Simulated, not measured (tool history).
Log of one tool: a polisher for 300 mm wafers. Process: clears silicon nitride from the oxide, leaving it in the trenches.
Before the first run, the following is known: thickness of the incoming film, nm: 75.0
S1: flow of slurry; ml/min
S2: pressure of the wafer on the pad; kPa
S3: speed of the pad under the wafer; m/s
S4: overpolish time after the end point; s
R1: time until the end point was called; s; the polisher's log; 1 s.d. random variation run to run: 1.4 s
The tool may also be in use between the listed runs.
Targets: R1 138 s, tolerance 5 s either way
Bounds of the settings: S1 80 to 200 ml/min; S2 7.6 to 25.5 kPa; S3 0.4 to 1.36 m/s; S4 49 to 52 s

run	hour	S1	S2	S3	S4	R1
1	0	130	16.5	0.88	49	103.5
2	4.1	130	16.5	0.88	52	102.34
3	8	130	16.5	0.88	49	101.97
4	15.1	130	19.3	0.88	49	90.659
5	17.2	130	19.3	0.88	49	89.529
6	23.1	100	19.3	0.88	49	94.442
7	26.5	100	17.2	0.88	49	105.1
8	35.3	95	15.9	0.88	49	116.4
9	41.7	90	15.2	0.88	49	123.81
10	42.5	90	14.5	0.88	49	128.01

Exactly one of the 5 candidate moves below puts every result within its allowed miss. Which one?
A	43.3	120	11	1.16	49	?
B	43.3	115	14.5	0.94	49	?
C	43.3	95	15.9	0.8	50	?
D	43.3	100	13.8	1.08	52	?
E	43.3	115	13.8	0.78	52	?

move	R1
A	127.16
B	115.64
C	124.56
D	113.2
E	138.29
A: lands further from the targets than the last run did
B: lands further from the targets than the last run did
C: lands further from the targets than the last run did
D: lands further from the targets than the last run did
E: all results in spec
So the answer is move E, the one that meets all the targets.

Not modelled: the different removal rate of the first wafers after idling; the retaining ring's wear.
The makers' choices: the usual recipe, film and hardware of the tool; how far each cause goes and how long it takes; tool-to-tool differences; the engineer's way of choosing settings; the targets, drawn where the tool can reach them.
